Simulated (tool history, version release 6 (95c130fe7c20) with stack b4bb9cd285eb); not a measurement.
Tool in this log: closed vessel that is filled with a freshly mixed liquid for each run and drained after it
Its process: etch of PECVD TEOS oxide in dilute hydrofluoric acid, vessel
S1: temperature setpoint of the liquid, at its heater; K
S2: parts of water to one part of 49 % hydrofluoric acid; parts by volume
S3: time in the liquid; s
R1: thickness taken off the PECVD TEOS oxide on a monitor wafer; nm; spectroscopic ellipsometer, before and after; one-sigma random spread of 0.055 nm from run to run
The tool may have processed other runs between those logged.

| run | hour | S1 | S2 | S3 | R1 |
|---|---|---|---|---|---|
| 1 | 0 | 298.15 | 240 | 220 | 12.227 |
| 2 | 5.4 | 298.15 | 240 | 220 | 12.193 |
| 3 | 8.3 | 298.15 | 240 | 220 | 12.238 |
| 4 | 14.9 | 297.15 | 240 | 220 | 11.765 |
| 5 | 20.3 | 296.15 | 240 | 220 | 11.291 |
| 6 | 22.5 | 299.65 | 240 | 220 | 12.82 |
| 7 | 28.9 | 298.15 | 240 | 220 | 12.22 |

Forecast run 8:
| 8 | 37.1 | 297.15 | 240 | 220 | ? |

{"run 8": {"R1": 11.736}}
